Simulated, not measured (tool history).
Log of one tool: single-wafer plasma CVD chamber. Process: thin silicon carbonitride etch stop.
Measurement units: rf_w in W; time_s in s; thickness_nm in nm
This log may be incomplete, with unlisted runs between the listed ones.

{"run": 1, "day": 0.0, "rf_w": 225, "time_s": 13.6, "thickness_nm": 8.1473}
{"run": 2, "day": 0.071, "rf_w": 225, "time_s": 14.3, "thickness_nm": 8.6228}
{"run": 3, "day": 0.221, "rf_w": 210, "time_s": 13.6, "thickness_nm": 8.0185}
{"run": 4, "day": 0.383, "rf_w": 210, "time_s": 15.5, "thickness_nm": 9.151}
{"run": 5, "day": 0.608, "rf_w": 195, "time_s": 14.5, "thickness_nm": 8.3544}
{"run": 6, "day": 0.946, "rf_w": 195, "time_s": 16.3, "thickness_nm": 9.3555}

Run 7 is up next; what results do you expect?
{"run": 7, "day": 1.054, "rf_w": 185, "time_s": 15.1, "thickness_nm": "?"}

{"run 7": {"thickness_nm": 8.5814}}
